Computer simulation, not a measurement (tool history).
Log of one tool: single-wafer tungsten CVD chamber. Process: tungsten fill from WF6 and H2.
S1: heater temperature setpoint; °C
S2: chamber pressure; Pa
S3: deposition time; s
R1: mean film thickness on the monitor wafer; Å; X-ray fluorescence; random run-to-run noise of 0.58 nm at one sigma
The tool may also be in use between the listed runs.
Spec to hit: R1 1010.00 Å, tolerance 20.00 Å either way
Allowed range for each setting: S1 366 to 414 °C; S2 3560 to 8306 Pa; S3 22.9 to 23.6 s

run,hour,S1,S2,S3,R1
1,0.0,390,5933,22.9,611.34
2,1.7,390,5933,22.9,609.96
3,9.5,381,5933,22.9,502.02
4,14.8,376,5933,22.9,441.31
5,19.7,381,5959,22.9,501.37
6,28.4,372,5959,22.9,405.04
7,35.3,378,5986,22.9,469.53
8,42.5,390,6146,22.9,631.22
9,50.8,402,6239,22.9,815.85
10,56.7,402,6239,22.9,811.30

Which one of the following 5 next-run settings gets every result inside its allowed miss? There is exactly one.
A,62.6,407,8066,23.6,?
B,62.6,393,5786,22.9,?
C,62.6,412,6079,23.6,?
D,62.6,402,7213,22.9,?
E,62.6,394,5826,22.9,?

move,R1
A,1078.90
B,644.05
C,1003.40
D,889.65
E,661.01
A: takes the biggest miss from the last run beyond its target
B: further off than the last run
C: every result lands within tolerance
D: closes in on the targets versus the last run, not all within tolerance yet
E: further off than the last run
So the answer is move C, the one that meets all the targets.
